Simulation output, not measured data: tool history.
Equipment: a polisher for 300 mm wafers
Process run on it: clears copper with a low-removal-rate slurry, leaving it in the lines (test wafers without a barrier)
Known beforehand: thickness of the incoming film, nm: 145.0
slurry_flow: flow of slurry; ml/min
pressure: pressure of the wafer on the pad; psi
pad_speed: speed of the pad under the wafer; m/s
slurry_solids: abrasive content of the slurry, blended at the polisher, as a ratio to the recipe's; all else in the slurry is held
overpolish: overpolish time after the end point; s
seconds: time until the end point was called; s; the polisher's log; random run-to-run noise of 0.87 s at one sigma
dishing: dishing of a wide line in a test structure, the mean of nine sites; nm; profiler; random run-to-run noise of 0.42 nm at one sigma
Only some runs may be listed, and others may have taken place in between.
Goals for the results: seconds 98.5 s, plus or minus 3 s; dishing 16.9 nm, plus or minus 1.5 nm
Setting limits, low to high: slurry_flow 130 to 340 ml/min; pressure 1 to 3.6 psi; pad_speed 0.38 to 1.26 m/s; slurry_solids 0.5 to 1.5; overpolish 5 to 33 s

Run 1, day 0: slurry_flow 220 ml/min, pressure 2.3 psi, pad_speed 0.82 m/s, slurry_solids 1, overpolish 17 s. Result: seconds 80.083 s, dishing 15.456 nm.
Run 2, day 0.05: slurry_flow 220 ml/min, pressure 2.3 psi, pad_speed 0.98 m/s, slurry_solids 1, overpolish 17 s. Result: seconds 66.971 s, dishing 17.315 nm.
Run 3, day 0.412: slurry_flow 220 ml/min, pressure 2.3 psi, pad_speed 0.98 m/s, slurry_solids 1, overpolish 11 s. Result: seconds 67.007 s, dishing 12.784 nm.
Run 4, day 0.588: slurry_flow 220 ml/min, pressure 2.3 psi, pad_speed 0.98 m/s, slurry_solids 1, overpolish 16 s. Result: seconds 66.571 s, dishing 16.037 nm.
Run 5, day 0.925: slurry_flow 215 ml/min, pressure 2 psi, pad_speed 0.98 m/s, slurry_solids 1, overpolish 18 s. Result: seconds 77.113 s, dishing 16.265 nm.
Run 6, day 1.088: slurry_flow 210 ml/min, pressure 1.9 psi, pad_speed 0.98 m/s, slurry_solids 1, overpolish 19 s. Result: seconds 80.556 s, dishing 15.596 nm.
Run 7, day 1.404: slurry_flow 210 ml/min, pressure 1.4 psi, pad_speed 0.96 m/s, slurry_solids 1, overpolish 27 s. Result: seconds 111.03 s, dishing 15.139 nm.
Run 8, day 1.425: slurry_flow 210 ml/min, pressure 1.5 psi, pad_speed 0.96 m/s, slurry_solids 1, overpolish 27 s. Result: seconds 104.1 s, dishing 16.209 nm.

Of the 4 settings listed for the next run, only one would bring every result within its allowed miss of target. Which one?
Run A, day 1.446: slurry_flow 210 ml/min, pressure 1.7 psi, pad_speed 1 m/s, slurry_solids 0.9, overpolish 24 s. Result: seconds ?, dishing ?.
Run B, day 1.446: slurry_flow 230 ml/min, pressure 1.6 psi, pad_speed 0.92 m/s, slurry_solids 1.15, overpolish 28 s. Result: seconds ?, dishing ?.
Run C, day 1.446: slurry_flow 245 ml/min, pressure 1.4 psi, pad_speed 0.94 m/s, slurry_solids 1.1, overpolish 22 s. Result: seconds ?, dishing ?.
Run D, day 1.446: slurry_flow 220 ml/min, pressure 1.4 psi, pad_speed 1 m/s, slurry_solids 0.85, overpolish 30 s. Result: seconds ?, dishing ?.

move  seconds  dishing
   A   89.395    16.11
   B   98.093   16.441
   C   109.23    13.89
   D      108   16.095
A: takes the biggest miss from the last run beyond its target
B: each result inside its tolerance
C: moves away from the targets compared with the last run
D: moves away from the targets compared with the last run
B meets every target.
